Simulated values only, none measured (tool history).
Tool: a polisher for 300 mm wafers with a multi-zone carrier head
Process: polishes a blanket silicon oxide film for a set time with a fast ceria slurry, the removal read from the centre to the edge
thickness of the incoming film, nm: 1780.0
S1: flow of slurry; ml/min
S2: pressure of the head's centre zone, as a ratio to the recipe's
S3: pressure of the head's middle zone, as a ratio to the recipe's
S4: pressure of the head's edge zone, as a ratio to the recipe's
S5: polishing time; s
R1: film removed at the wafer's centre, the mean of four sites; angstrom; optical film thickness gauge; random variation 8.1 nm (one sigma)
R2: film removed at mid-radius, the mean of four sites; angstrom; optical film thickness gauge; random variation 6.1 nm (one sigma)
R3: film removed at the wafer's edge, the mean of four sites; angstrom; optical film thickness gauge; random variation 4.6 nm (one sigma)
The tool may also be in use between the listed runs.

Run 1, hour 0.0: S1 320 ml/min, S2 1.00, S3 1.00, S4 1.00, S5 79 s. Result: R1 4996.1 angstrom, R2 5100.6 angstrom, R3 5142.8 angstrom.
Run 2, hour 6.1: S1 320 ml/min, S2 1.07, S3 1.00, S4 1.00, S5 79 s. Result: R1 5406.5 angstrom, R2 5142.1 angstrom, R3 5131.8 angstrom.
Run 3, hour 10.3: S1 370 ml/min, S2 1.07, S3 1.00, S4 1.00, S5 79 s. Result: R1 5499.9 angstrom, R2 5232.0 angstrom, R3 5114.7 angstrom.
Run 4, hour 14.0: S1 425 ml/min, S2 1.07, S3 1.00, S4 1.00, S5 79 s. Result: R1 5483.7 angstrom, R2 5192.2 angstrom, R3 5120.2 angstrom.
Run 5, hour 19.7: S1 425 ml/min, S2 1.07, S3 0.94, S4 1.00, S5 79 s. Result: R1 5498.4 angstrom, R2 5007.3 angstrom, R3 5184.3 angstrom.
Run 6, hour 21.1: S1 425 ml/min, S2 1.10, S3 0.97, S4 1.02, S5 84 s. Result: R1 6040.3 angstrom, R2 5357.3 angstrom, R3 5585.9 angstrom.

Run 7 comes next. What will it give?
Run 7, hour 25.9: S1 425 ml/min, S2 1.12, S3 1.01, S4 1.03, S5 88 s. Result: R1 ?, R2 ?, R3 ?.

Run 7 gave R1 6529.4 angstrom, R2 5833.0 angstrom, R3 5839.5 angstrom.
